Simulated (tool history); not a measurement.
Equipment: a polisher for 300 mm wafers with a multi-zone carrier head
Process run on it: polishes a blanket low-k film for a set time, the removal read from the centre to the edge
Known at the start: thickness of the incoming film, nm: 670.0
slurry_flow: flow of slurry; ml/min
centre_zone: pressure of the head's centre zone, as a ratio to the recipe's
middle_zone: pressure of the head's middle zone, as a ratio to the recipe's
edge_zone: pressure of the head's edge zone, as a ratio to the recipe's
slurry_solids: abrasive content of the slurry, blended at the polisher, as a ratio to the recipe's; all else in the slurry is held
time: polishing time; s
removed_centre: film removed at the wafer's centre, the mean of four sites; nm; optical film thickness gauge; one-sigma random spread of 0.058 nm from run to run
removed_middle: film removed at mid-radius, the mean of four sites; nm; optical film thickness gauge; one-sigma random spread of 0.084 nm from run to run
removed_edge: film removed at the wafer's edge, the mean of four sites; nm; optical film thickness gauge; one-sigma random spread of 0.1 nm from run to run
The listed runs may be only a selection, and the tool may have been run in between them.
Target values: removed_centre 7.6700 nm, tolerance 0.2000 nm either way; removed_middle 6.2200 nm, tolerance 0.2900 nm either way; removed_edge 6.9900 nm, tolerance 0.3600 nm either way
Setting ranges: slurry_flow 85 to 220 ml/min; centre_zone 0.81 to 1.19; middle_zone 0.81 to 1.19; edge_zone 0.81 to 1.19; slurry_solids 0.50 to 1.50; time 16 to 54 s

| run | hour | slurry_flow | centre_zone | middle_zone | edge_zone | slurry_solids | time | removed_centre | removed_middle | removed_edge |
|---|---|---|---|---|---|---|---|---|---|---|
| 1 | 0.0 | 140 | 1.00 | 1.00 | 1.00 | 1.00 | 35 | 10.1100 | 11.7150 | 11.8510 |
| 2 | 3.5 | 140 | 1.00 | 1.00 | 1.00 | 1.00 | 41 | 11.8030 | 13.7240 | 13.8460 |
| 3 | 6.3 | 170 | 1.00 | 1.00 | 1.00 | 1.00 | 41 | 12.3510 | 13.9840 | 13.8910 |
| 4 | 9.5 | 170 | 1.00 | 1.00 | 1.00 | 1.10 | 41 | 12.7450 | 14.6120 | 15.0090 |
| 5 | 11.7 | 170 | 1.00 | 1.00 | 1.00 | 1.30 | 41 | 13.7460 | 16.0390 | 16.6130 |
| 6 | 16.9 | 170 | 1.00 | 0.94 | 1.00 | 1.30 | 41 | 13.8340 | 15.4480 | 15.8010 |
| 7 | 17.5 | 170 | 1.02 | 0.92 | 1.03 | 1.20 | 39 | 13.1770 | 14.1800 | 14.7570 |
| 8 | 21.6 | 170 | 1.04 | 0.90 | 1.05 | 1.10 | 36 | 11.9590 | 12.1650 | 13.3820 |
|  | 28.5 | centre zone pressure recalibrated |
| 9 | 28.5 | 175 | 1.05 | 0.89 | 1.04 | 1.00 | 34 | 12.0260 | 10.7650 | 12.1400 |
| 10 | 34.8 | 170 | 1.03 | 0.88 | 1.02 | 0.95 | 33 | 10.9370 | 9.7515 | 11.3200 |
| 11 | 40.6 | 170 | 1.02 | 0.90 | 0.99 | 0.90 | 32 | 10.3870 | 9.5748 | 10.4330 |
| 12 | 47.3 | 165 | 1.01 | 0.89 | 0.97 | 0.85 | 32 | 9.7880 | 9.1461 | 10.0550 |
| 13 | 50.3 | 165 | 1.01 | 0.88 | 0.96 | 0.80 | 31 | 9.1798 | 8.4835 | 9.3161 |
| 14 | 53.4 | 160 | 1.01 | 0.87 | 0.95 | 0.75 | 31 | 8.6624 | 8.1258 | 8.8643 |
| 15 | 58.2 | 160 | 1.02 | 0.86 | 0.95 | 0.70 | 31 | 8.4479 | 7.6371 | 8.3433 |
| 16 | 61.1 | 155 | 1.03 | 0.85 | 0.95 | 0.70 | 31 | 8.4019 | 7.4550 | 8.3341 |
| 17 | 69.8 | 150 | 1.04 | 0.84 | 0.94 | 0.70 | 31 | 8.5326 | 7.3854 | 8.2741 |
| 18 | 71.8 | 145 | 1.05 | 0.84 | 0.93 | 0.70 | 31 | 8.5508 | 7.3046 | 8.0603 |
| 19 | 77.7 | 140 | 1.05 | 0.84 | 0.93 | 0.70 | 31 | 8.3984 | 7.2730 | 8.3154 |
| 20 | 78.7 | 140 | 1.05 | 0.84 | 0.92 | 0.70 | 31 | 8.4892 | 7.2660 | 8.1586 |
| 21 | 85.0 | 135 | 1.05 | 0.84 | 0.91 | 0.70 | 31 | 8.3687 | 7.2224 | 8.1761 |
| 22 | 92.8 | 135 | 1.06 | 0.84 | 0.90 | 0.70 | 31 | 8.6232 | 7.2967 | 8.1763 |
| 23 | 96.6 | 130 | 1.06 | 0.84 | 0.89 | 0.70 | 31 | 8.5154 | 7.1006 | 7.9511 |

Below are 5 possible settings for the next run. Only one of them brings all results inside the allowed miss of their targets. Which is it?
| A | 100.4 | 105 | 0.82 | 0.82 | 1.02 | 0.85 | 33 | ? | ? | ? |
| B | 100.4 | 85 | 0.91 | 0.81 | 1.09 | 0.80 | 32 | ? | ? | ? |
| C | 100.4 | 125 | 1.09 | 0.82 | 0.89 | 0.65 | 29 | ? | ? | ? |
| D | 100.4 | 85 | 0.90 | 0.89 | 0.91 | 0.70 | 36 | ? | ? | ? |
| E | 100.4 | 140 | 1.03 | 1.02 | 0.91 | 0.65 | 29 | ? | ? | ? |

| move | removed_centre | removed_middle | removed_edge |
|---|---|---|---|
| A | 7.5687 | 8.5618 | 9.9687 |
| B | 7.5081 | 7.6233 | 9.3627 |
| C | 7.6614 | 6.4701 | 7.0212 |
| D | 7.6465 | 8.3651 | 8.8466 |
| E | 7.3968 | 7.6650 | 7.1674 |
A: brings the result that was furthest off to its target, and leaves another outside
B: brings the result that was furthest off to its target, and leaves another outside
C: every result lands within tolerance
D: brings the result that was furthest off to its target, and leaves another outside
E: carries the result that was furthest off beyond its target, to the other side
Correct choice: C, which meets every target
